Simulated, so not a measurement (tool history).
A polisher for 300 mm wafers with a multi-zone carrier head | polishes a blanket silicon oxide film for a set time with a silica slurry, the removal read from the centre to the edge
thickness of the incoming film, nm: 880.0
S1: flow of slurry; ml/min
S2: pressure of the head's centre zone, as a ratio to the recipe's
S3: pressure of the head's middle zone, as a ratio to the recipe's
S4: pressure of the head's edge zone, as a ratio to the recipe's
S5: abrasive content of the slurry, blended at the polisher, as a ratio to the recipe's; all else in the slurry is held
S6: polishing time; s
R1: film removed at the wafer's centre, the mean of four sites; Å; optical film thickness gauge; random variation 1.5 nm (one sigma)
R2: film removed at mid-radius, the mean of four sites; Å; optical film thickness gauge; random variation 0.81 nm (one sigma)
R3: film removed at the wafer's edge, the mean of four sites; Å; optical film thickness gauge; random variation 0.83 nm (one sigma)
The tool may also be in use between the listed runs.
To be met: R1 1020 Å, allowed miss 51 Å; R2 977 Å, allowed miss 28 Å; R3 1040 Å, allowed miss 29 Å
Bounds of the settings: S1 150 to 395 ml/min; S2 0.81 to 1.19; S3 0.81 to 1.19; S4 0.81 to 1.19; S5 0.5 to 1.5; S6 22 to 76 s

run,hour,S1,S2,S3,S4,S5,S6,R1,R2,R3
1,0,250,1,1,1,1,49,1863,1791.6,1807
2,8,245,0.98,0.98,0.98,0.9,47,1599.7,1586.8,1628.7
3,10,245,0.98,0.91,0.98,0.9,47,1644.5,1535.9,1630.7
4,11.1,240,0.98,0.9,0.96,0.8,45,1439.4,1356,1457.9
5,13.9,240,1.05,0.9,0.96,0.8,45,1604.8,1344.8,1441.4
6,19.9,240,1.05,0.84,0.96,0.8,45,1572.4,1275,1417.4
7,22.3,235,1.03,0.84,0.93,0.75,44,1447,1201.2,1318.7
8,30.8,225,1.01,0.84,0.91,0.7,44,1302,1133.1,1258.9
9,38.9,220,1.01,0.85,0.89,0.65,44,1256.4,1082.8,1162.4
10,47.9,210,0.99,0.85,0.88,0.65,44,1210.3,1087,1159.7

Which of these 5 next moves meets every target?
A,56.9,240,1.02,0.91,0.9,0.55,53,?,?,?
B,56.9,160,0.95,0.88,0.9,0.65,41,?,?,?
C,56.9,210,1.03,1.06,0.81,0.6,41,?,?,?
D,56.9,205,1,0.88,0.87,0.85,42,?,?,?
E,56.9,170,1.16,0.81,0.93,0.55,50,?,?,?

move,R1,R2,R3
A,1365.3,1240.1,1256.7
B,1033.4,994.27,1050.3
C,1119.4,1122.5,977.72
D,1399.8,1271.4,1306.1
E,1374.4,1020.5,1155.2
A: further off than the last run
B: meets every target
C: takes the result that was furthest off past its target
D: further off than the last run
E: further off than the last run
The right move is B.
